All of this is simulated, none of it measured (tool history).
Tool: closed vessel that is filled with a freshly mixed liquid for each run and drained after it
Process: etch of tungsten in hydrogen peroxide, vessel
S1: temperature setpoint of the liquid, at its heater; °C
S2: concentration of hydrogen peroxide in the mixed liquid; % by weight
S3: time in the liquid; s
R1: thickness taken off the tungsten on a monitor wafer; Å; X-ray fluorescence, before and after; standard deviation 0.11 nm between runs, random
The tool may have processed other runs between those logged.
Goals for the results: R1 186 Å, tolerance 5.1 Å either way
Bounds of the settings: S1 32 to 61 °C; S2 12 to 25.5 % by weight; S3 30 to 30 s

run	day	S1	S2	S3	R1
1	0	45	17.5	30	432.24
2	0.362	41	17	30	330.4
3	0.688	48	17	30	517.47
4	0.996	43.5	17	30	390.06
5	1.162	49	17	30	548.37
6	1.308	42.5	17	30	364.22
7	1.629	39.5	17	30	301.73
8	1.95	37.5	17	30	265.52
9	2.221	36	17	30	239.09
10	2.546	35	17	30	224.53
11	2.817	34	17	30	211.86

Consider the 4 candidate settings below. Which is the only one whose results all fall within their allowed miss of target?
A	3.088	32.5	16.5	30	?
B	3.088	32.5	15	30	?
C	3.088	32.5	14.5	30	?
D	3.088	32	15.5	30	?

move	R1
A	185.69
B	177.05
C	174.07
D	173.92
A: in spec on every target
B: takes the biggest miss from the last run beyond its target
C: takes the biggest miss from the last run beyond its target
D: takes the biggest miss from the last run beyond its target
Move A is the one to make.

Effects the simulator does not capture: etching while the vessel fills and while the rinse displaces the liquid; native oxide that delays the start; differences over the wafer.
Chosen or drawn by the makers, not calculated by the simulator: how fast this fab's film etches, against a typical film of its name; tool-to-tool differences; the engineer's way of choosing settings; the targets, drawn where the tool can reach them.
